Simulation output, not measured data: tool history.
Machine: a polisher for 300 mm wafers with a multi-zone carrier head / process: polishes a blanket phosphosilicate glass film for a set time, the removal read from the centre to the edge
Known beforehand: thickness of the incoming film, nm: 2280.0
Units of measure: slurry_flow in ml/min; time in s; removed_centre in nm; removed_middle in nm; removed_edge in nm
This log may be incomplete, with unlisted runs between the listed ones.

run	hour	slurry_flow	centre_zone	middle_zone	edge_zone	slurry_solids	time	removed_centre	removed_middle	removed_edge
1	0	315	1	1	1	1	58	584.18	581.08	574.53
2	3.5	315	1	1	1	1	47	469.29	476.79	462.33
3	6.6	315	1	1	0.95	1	47	468.9	473.75	457.42
4	11.3	250	1	1	0.95	1	47	468.19	467.17	445.76
5	15.3	250	1	0.93	0.95	1	47	462.59	442.04	453.7
6	19.3	250	0.98	0.93	0.96	1	47	456.26	430.8	462.74
7	23.6	225	0.88	1.03	0.97	1	47	403.76	468.35	449.21
8	28.7	225	0.88	1.03	0.97	1	47	406.79	466.47	447.55

Expected results for the next run?
9	32.5	225	0.88	1.02	0.98	1	47	?	?	?

{"run 9": {"removed_centre": 407.41, "removed_middle": 466.04, "removed_edge": 454.19}}

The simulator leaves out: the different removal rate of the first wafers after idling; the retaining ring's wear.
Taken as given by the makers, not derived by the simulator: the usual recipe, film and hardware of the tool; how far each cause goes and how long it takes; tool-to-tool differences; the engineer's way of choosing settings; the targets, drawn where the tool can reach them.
